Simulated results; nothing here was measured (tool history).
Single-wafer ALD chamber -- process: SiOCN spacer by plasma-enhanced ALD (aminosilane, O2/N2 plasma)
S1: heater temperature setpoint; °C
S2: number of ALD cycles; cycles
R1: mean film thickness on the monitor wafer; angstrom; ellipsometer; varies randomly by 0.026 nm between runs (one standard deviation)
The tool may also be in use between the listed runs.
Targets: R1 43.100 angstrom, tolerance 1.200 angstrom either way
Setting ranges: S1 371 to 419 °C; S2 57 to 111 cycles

{"run": 1, "hour": 0.0, "S1": 395, "S2": 84, "R1": 55.736}
{"run": 2, "hour": 4.0, "S1": 395, "S2": 78, "R1": 51.86}
{"run": 3, "hour": 10.9, "S1": 395, "S2": 74, "R1": 49.283}
{"run": 4, "hour": 19.3, "S1": 395, "S2": 67, "R1": 44.67}
{"run": 5, "hour": 25.9, "S1": 395, "S2": 74, "R1": 49.219}
{"run": 6, "hour": 28.7, "S1": 395, "S2": 71, "R1": 46.593}
{"run": 7, "hour": 34.7, "S1": 395, "S2": 70, "R1": 46.927}
{"run": 8, "hour": 35.6, "S1": 395, "S2": 61, "R1": 40.157}
{"run": 9, "hour": 39.2, "S1": 395, "S2": 62, "R1": 41.23}

5 candidate next runs follow, results not yet known. Just one meets every target within its allowed miss. Identify it.
{"run": "A", "hour": 42.8, "S1": 376, "S2": 59, "R1": "?"}
{"run": "B", "hour": 42.8, "S1": 396, "S2": 60, "R1": "?"}
{"run": "C", "hour": 42.8, "S1": 389, "S2": 57, "R1": "?"}
{"run": "D", "hour": 42.8, "S1": 402, "S2": 58, "R1": "?"}
{"run": "E", "hour": 42.8, "S1": 371, "S2": 65, "R1": "?"}

move=A R1=39.266
move=B R1=39.932
move=C R1=37.935
move=D R1=38.132
move=E R1=43.260
A: further off than the last run
B: further off than the last run
C: further off than the last run
D: further off than the last run
E: meets every target
The right move is E.
